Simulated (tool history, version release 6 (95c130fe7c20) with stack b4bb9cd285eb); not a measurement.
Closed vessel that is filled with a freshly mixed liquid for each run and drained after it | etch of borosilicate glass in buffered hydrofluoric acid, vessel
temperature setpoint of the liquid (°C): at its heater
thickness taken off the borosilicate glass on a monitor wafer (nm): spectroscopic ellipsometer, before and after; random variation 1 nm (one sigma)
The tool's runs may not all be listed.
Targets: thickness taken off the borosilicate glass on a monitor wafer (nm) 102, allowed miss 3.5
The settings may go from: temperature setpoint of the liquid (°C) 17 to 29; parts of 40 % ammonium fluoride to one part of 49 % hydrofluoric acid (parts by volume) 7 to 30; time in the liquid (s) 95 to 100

run  hour  temperature setpoint of the liquid (°C)  parts of 40 % ammonium fluoride to one part of 49 % hydrofluoric acid (parts by volume)  time in the liquid (s)  thickness taken off the borosilicate glass on a monitor wafer (nm)
  1     0                                       21                                                                                       19                      95                                                              60.866
  2   7.4                                       21                                                                                       19                     100                                                               64.96
  3    16                                     22.5                                                                                       19                     100                                                              69.573
  4  23.1                                       21                                                                                       19                     100                                                              63.757
  5  27.8                                     22.5                                                                                       19                     100                                                              68.653
  6  29.2                                     23.5                                                                                     18.5                     100                                                              74.671
  7  32.8                                     24.5                                                                                       18                     100                                                               81.81
  8  40.7                                     25.5                                                                                       18                     100                                                              86.856
  9  45.1                                       26                                                                                       18                     100                                                              89.574
 10  53.3                                     26.5                                                                                       18                     100                                                              91.441
 11  62.4                                       27                                                                                       18                     100                                                              92.689
 12  67.1                                     27.5                                                                                       18                     100                                                              95.921

Which of these 4 next moves meets every target?
  A  71.8                                       29                                                                                     18.5                     100                                                                   ?
  B  71.8                                       28                                                                                       16                     100                                                                   ?
  C  71.8                                     25.5                                                                                       16                      95                                                                   ?
  D  71.8                                       25                                                                                       16                     100                                                                   ?

move  thickness taken off the borosilicate glass on a monitor wafer (nm)
   A                                                              100.01
   B                                                              109.55
   C                                                              91.192
   D                                                              93.466
A: meets every target
B: takes the result that was furthest off past its target
C: further off than the last run
D: further off than the last run
Move A is the one to make.

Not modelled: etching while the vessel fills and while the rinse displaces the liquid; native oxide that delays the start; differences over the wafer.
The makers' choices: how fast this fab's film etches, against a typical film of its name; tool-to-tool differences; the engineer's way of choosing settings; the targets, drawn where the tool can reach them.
